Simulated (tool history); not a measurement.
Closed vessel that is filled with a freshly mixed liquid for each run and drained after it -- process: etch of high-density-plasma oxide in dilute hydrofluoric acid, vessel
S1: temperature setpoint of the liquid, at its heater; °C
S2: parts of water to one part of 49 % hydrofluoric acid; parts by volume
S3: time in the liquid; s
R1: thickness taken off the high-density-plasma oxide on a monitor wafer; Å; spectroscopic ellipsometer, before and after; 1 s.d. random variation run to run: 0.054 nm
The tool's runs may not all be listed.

| run | hour | S1 | S2 | S3 | R1 |
|---|---|---|---|---|---|
| 1 | 0 | 22 | 80 | 30 | 23.124 |
| 2 | 2.1 | 23 | 70 | 30 | 28.027 |
| 3 | 10.4 | 24 | 65 | 30 | 31.855 |
| 4 | 18.1 | 25 | 60 | 30 | 36.394 |
| 5 | 24.8 | 26 | 55 | 30 | 41.435 |
| 6 | 31.7 | 26.5 | 55 | 30 | 42.201 |
| 7 | 35 | 30 | 30 | 30 | 93.238 |

What does the tool deliver on the next run?
| 8 | 39.4 | 29 | 30 | 30 | ? |

Run 8 measured R1 88.198 Å.
